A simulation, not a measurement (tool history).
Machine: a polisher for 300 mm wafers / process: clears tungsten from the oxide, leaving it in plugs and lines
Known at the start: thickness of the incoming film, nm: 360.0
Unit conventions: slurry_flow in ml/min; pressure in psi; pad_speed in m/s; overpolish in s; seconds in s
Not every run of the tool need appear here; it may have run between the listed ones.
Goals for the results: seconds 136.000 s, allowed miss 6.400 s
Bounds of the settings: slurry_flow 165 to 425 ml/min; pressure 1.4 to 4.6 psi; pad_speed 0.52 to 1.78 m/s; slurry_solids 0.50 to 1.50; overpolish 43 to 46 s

run  hour  slurry_flow  pressure  pad_speed  slurry_solids  overpolish  seconds
  1   0.0          275       3.0       1.14           1.00          43   88.848
  2   5.9          275       2.7       1.12           1.00          43   97.159
  3  13.0          275       2.7       1.12           1.10          43   95.606
  4  16.0          305       2.7       1.12           1.10          43   95.237
  5  19.0          305       2.2       1.12           1.10          43  113.010
  6  26.3          305       2.2       1.12           0.95          43  116.100
  7  27.5          305       2.1       1.12           0.95          43  118.360
  8  35.4          305       2.0       1.12           0.95          43  123.520
  9  40.9          305       1.9       1.12           0.95          43  125.640

Exercise: of the 5 proposed moves below, exactly one satisfies all targets within the stated allowed misses. Which move is it?
  A  46.4          195       2.1       1.20           0.90          43        ?
  B  46.4          275       2.1       1.16           0.90          43        ?
  C  46.4          285       1.9       1.18           1.00          46        ?
  D  46.4          280       2.0       1.18           0.85          43        ?
  E  46.4          245       3.1       0.74           0.95          46        ?

move  seconds
   A  120.140
   B  118.360
   C  121.170
   D  121.750
   E  137.240
A: further off than the last run
B: further off than the last run
C: further off than the last run
D: further off than the last run
E: meets every target
E is the move that brings every result within its allowed miss.

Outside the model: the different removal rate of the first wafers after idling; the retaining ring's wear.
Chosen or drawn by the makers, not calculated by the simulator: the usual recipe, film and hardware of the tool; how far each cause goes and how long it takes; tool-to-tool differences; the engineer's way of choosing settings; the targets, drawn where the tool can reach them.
